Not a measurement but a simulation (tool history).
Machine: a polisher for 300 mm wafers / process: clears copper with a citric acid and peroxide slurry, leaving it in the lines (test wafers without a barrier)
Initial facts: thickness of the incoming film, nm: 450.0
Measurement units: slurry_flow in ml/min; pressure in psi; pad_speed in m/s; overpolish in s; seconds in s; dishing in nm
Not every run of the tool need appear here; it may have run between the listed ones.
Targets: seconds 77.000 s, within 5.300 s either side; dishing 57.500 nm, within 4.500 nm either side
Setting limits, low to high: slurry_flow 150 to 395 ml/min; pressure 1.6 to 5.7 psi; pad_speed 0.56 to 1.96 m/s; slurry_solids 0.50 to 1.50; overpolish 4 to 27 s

{"run": 1, "hour": 0.0, "slurry_flow": 250, "pressure": 3.6, "pad_speed": 1.26, "slurry_solids": 1.0, "overpolish": 14, "seconds": 134.58, "dishing": 29.134}
{"run": 2, "hour": 8.5, "slurry_flow": 250, "pressure": 4.1, "pad_speed": 1.28, "slurry_solids": 1.0, "overpolish": 15, "seconds": 117.27, "dishing": 35.083}
{"run": 3, "hour": 16.8, "slurry_flow": 250, "pressure": 4.5, "pad_speed": 1.3, "slurry_solids": 1.0, "overpolish": 16, "seconds": 105.41, "dishing": 40.055}
{"run": 4, "hour": 22.0, "slurry_flow": 250, "pressure": 4.8, "pad_speed": 1.32, "slurry_solids": 1.0, "overpolish": 17, "seconds": 96.999, "dishing": 45.11}
{"run": 5, "hour": 29.2, "slurry_flow": 250, "pressure": 4.8, "pad_speed": 1.32, "slurry_solids": 1.0, "overpolish": 11, "seconds": 95.061, "dishing": 32.511}
{"run": 6, "hour": 38.1, "slurry_flow": 250, "pressure": 4.8, "pad_speed": 1.32, "slurry_solids": 1.0, "overpolish": 16, "seconds": 95.459, "dishing": 44.495}
{"run": 7, "hour": 44.6, "slurry_flow": 250, "pressure": 5.0, "pad_speed": 1.32, "slurry_solids": 1.0, "overpolish": 16, "seconds": 94.02, "dishing": 45.653}
{"run": 8, "hour": 51.0, "slurry_flow": 250, "pressure": 5.2, "pad_speed": 1.34, "slurry_solids": 1.0, "overpolish": 16, "seconds": 88.083, "dishing": 46.865}

Exactly one of the 5 candidate moves below puts every result within its allowed miss. Which one?
{"run": "A", "hour": 57.4, "slurry_flow": 265, "pressure": 5.7, "pad_speed": 1.6, "slurry_solids": 1.05, "overpolish": 12, "seconds": "?", "dishing": "?"}
{"run": "B", "hour": 57.4, "slurry_flow": 175, "pressure": 5.7, "pad_speed": 1.4, "slurry_solids": 1.05, "overpolish": 19, "seconds": "?", "dishing": "?"}
{"run": "C", "hour": 57.4, "slurry_flow": 255, "pressure": 5.6, "pad_speed": 1.22, "slurry_solids": 1.0, "overpolish": 18, "seconds": "?", "dishing": "?"}
{"run": "D", "hour": 57.4, "slurry_flow": 235, "pressure": 5.1, "pad_speed": 1.56, "slurry_solids": 0.9, "overpolish": 14, "seconds": "?", "dishing": "?"}
{"run": "E", "hour": 57.4, "slurry_flow": 330, "pressure": 5.0, "pad_speed": 1.28, "slurry_solids": 1.1, "overpolish": 22, "seconds": "?", "dishing": "?"}

move=A seconds=65.680 dishing=46.330
move=B seconds=78.029 dishing=57.019
move=C seconds=88.303 dishing=50.241
move=D seconds=78.351 dishing=45.319
move=E seconds=90.389 dishing=56.554
A: further off than the last run
B: every result within its allowed miss
C: gains on the last run, yet a result remains outside its allowed miss
D: further off than the last run
E: gets the furthest-off result to its target, but another result is out of tolerance
B is the move that brings every result within its allowed miss.
